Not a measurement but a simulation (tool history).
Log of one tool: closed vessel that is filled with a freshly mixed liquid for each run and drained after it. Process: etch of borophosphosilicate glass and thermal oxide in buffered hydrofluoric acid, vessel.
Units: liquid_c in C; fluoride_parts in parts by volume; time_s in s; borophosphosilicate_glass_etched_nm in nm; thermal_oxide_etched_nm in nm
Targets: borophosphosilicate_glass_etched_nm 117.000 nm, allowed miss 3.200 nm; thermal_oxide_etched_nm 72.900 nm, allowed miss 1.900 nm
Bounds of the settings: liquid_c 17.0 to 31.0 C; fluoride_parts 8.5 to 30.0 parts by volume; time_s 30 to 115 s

run    day  liquid_c  fluoride_parts  time_s  borophosphosilicate_glass_etched_nm  thermal_oxide_etched_nm
  1  0.000      23.0            23.0      60                               46.225                   28.540
  2  0.204      23.0            23.0      85                               66.067                   40.658
  3  0.267      25.0            22.0      85                               74.613                   46.879
  4  0.508      26.0            20.5      85                               83.461                   51.767
  5  0.821      27.0            20.0      85                               88.318                   55.392
  6  0.942      28.0            19.0      85                               98.109                   61.359
  7  1.062      28.5            19.0      85                               99.973                   62.845
  8  1.433      29.0            18.5      85                              105.930                   65.815
  9  1.542      29.5            18.5      85                              110.240                   68.042

Which of these 5 next moves meets every target?
  A  1.650      28.5            18.0      80                                    ?                        ?
  B  1.650      26.0            17.0      95                                    ?                        ?
  C  1.650      27.0            17.0      90                                    ?                        ?
  D  1.650      22.5             8.5      60                                    ?                        ?
  E  1.650      28.0            17.0      90                                    ?                        ?

move  borophosphosilicate_glass_etched_nm  thermal_oxide_etched_nm
   A                               98.922                   62.609
   B                              108.950                   68.868
   C                              108.820                   68.817
   D                              109.520                   68.802
   E                              114.690                   72.563
A: further off than the last run
B: as far off as the last run
C: as far off as the last run
D: nearer than the last run, and not there yet
E: meets every target
The right move is E.

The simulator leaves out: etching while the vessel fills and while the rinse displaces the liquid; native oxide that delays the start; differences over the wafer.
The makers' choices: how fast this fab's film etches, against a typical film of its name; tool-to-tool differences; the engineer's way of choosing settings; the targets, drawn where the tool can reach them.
